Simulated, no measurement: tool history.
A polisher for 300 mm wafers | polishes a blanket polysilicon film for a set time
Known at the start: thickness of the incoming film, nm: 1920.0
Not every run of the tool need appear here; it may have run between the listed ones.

run	day	flow of slurry (ml/min)	pressure of the wafer on the pad (psi)	speed of the pad under the wafer (cm/s)	polishing time (s)	film removed (Å)
1	0	290	2.8	76	107	5068.9
2	0.192	230	2.8	76	107	4944.8
3	0.546	230	2.8	92	107	5622.3
4	0.758	230	2.5	92	107	5133.4
5	0.938	230	2.5	74	107	4406.5
6	1.246	230	2.2	72	107	3873.8
7	1.296	230	2	72	107	3542.7
# day 1.633: worn pad replaced by a new one
8	1.633	230	1.9	72	107	3729

Run 9 has not been measured yet. What should we expect?
9	1.662	225	1.7	70	107	?

Run 9 yielded film removed (Å) 3328.7.
